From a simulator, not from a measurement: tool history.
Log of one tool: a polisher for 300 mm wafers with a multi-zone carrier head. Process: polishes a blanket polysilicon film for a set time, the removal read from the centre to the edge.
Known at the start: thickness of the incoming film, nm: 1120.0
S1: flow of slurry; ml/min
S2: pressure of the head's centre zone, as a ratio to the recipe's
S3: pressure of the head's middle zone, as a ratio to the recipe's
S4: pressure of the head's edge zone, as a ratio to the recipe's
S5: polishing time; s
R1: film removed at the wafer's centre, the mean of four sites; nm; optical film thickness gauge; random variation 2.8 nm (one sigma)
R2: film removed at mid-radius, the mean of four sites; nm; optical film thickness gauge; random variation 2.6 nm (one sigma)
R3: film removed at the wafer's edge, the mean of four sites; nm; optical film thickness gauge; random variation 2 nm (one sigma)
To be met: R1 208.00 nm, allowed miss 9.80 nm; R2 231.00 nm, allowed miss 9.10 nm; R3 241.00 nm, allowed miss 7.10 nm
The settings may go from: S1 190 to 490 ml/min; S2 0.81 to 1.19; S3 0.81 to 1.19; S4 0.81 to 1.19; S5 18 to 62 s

run 1 hour=0.0 | S1=315 S2=1.00 S3=1.00 S4=1.00 S5=40 | R1=374.89 R2=377.67 R3=383.70
run 2 hour=8.0 | S1=315 S2=0.93 S3=1.00 S4=1.00 S5=40 | R1=346.79 R2=382.57 R3=389.69
run 3 hour=14.4 | S1=255 S2=0.93 S3=1.00 S4=1.00 S5=40 | R1=345.35 R2=373.23 R3=392.46
run 4 hour=15.6 | S1=190 S2=0.93 S3=1.00 S4=1.00 S5=40 | R1=336.18 R2=363.76 R3=384.84
run 5 hour=20.2 | S1=190 S2=0.93 S3=1.00 S4=1.00 S5=44 | R1=361.13 R2=402.43 R3=414.52
run 6 hour=27.4 | S1=190 S2=0.92 S3=1.01 S4=0.98 S5=40 | R1=323.60 R2=366.70 R3=376.91
run 7 hour=32.3 | S1=190 S2=0.92 S3=1.00 S4=0.96 S5=37 | R1=305.67 R2=331.76 R3=346.51
run 8 hour=39.5 | S1=190 S2=0.91 S3=1.00 S4=0.94 S5=35 | R1=288.06 R2=314.27 R3=323.92
run 9 hour=43.5 | S1=190 S2=0.90 S3=0.99 S4=0.93 S5=33 | R1=266.83 R2=299.72 R3=301.33
run 10 hour=52.5 | S1=190 S2=0.85 S3=0.89 S4=0.89 S5=25 | R1=191.08 R2=202.63 R3=227.83
run 11 hour=60.0 | S1=225 S2=0.89 S3=0.98 S4=0.94 S5=25 | R1=200.76 R2=224.27 R3=232.94

5 next moves are on the table. One of them brings every result within its allowed miss. Which?
run A hour=67.5 | S1=265 S2=0.91 S3=1.07 S4=0.85 S5=25 | R1=? R2=? R3=?
run B hour=67.5 | S1=190 S2=0.85 S3=0.92 S4=1.01 S5=27 | R1=? R2=? R3=?
run C hour=67.5 | S1=190 S2=0.99 S3=0.86 S4=0.99 S5=27 | R1=? R2=? R3=?
run D hour=67.5 | S1=355 S2=0.90 S3=0.98 S4=0.97 S5=25 | R1=? R2=? R3=?
run E hour=67.5 | S1=225 S2=0.95 S3=0.93 S4=0.96 S5=24 | R1=? R2=? R3=?

move=A R1=204.21 R2=249.52 R3=223.32
move=B R1=200.49 R2=231.90 R3=258.13
move=C R1=233.71 R2=219.15 R3=255.75
move=D R1=206.02 R2=235.93 R3=241.57
move=E R1=202.02 R2=210.38 R3=225.70
A: further off than the last run
B: takes the result that was furthest off past its target
C: takes the result that was furthest off past its target
D: meets every target
E: further off than the last run
Answer: D
